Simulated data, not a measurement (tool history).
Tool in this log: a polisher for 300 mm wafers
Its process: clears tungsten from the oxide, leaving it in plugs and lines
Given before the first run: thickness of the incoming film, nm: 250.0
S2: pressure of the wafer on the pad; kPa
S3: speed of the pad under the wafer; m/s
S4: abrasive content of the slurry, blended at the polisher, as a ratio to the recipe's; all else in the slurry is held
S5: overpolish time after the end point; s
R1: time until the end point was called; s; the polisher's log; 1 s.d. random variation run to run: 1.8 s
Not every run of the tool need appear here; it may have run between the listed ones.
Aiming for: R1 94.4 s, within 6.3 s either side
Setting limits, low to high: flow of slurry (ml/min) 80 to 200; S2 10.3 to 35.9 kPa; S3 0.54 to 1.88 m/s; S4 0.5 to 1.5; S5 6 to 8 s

run 1 hour=0 | flow_of_slurry_(ml/min)=130 S2=22.8 S3=1.2 S4=1 S5=8 | R1=58.574
run 2 hour=7.8 | flow_of_slurry_(ml/min)=130 S2=22.8 S3=1.2 S4=1.2 S5=8 | R1=56.003
run 3 hour=11.8 | flow_of_slurry_(ml/min)=130 S2=22.8 S3=1.08 S4=1.2 S5=8 | R1=62.636
run 4 hour=17.1 | flow_of_slurry_(ml/min)=145 S2=22.8 S3=1.08 S4=1.2 S5=8 | R1=64.281
run 5 hour=18.8 | flow_of_slurry_(ml/min)=145 S2=22.1 S3=1.08 S4=1.2 S5=8 | R1=62.917
run 6 hour=20.7 | flow_of_slurry_(ml/min)=145 S2=20.7 S3=1.06 S4=1.2 S5=8 | R1=67.499
-- hour=21.9 slurry blender recalibrated
run 7 hour=21.9 | flow_of_slurry_(ml/min)=145 S2=20 S3=1.04 S4=1.2 S5=8 | R1=68.948
run 8 hour=29.3 | flow_of_slurry_(ml/min)=145 S2=19.3 S3=1.02 S4=1.2 S5=8 | R1=73.547

4 next moves are on the table. One of them brings every result within its allowed miss. Which?
run A hour=36.7 | flow_of_slurry_(ml/min)=145 S2=19.3 S3=0.9 S4=1.4 S5=8 | R1=?
run B hour=36.7 | flow_of_slurry_(ml/min)=120 S2=15.2 S3=0.86 S4=1.05 S5=8 | R1=?
run C hour=36.7 | flow_of_slurry_(ml/min)=125 S2=14.5 S3=0.88 S4=1.1 S5=8 | R1=?
run D hour=36.7 | flow_of_slurry_(ml/min)=120 S2=17.2 S3=0.86 S4=1.2 S5=8 | R1=?

move=A R1=78.596
move=B R1=110.68
move=C R1=110.79
move=D R1=96.48
A: nearer the targets than the last run, but a result is still out of spec
B: takes the result that was furthest off past its target
C: takes the result that was furthest off past its target
D: in spec on every target
The move that meets every target is D.
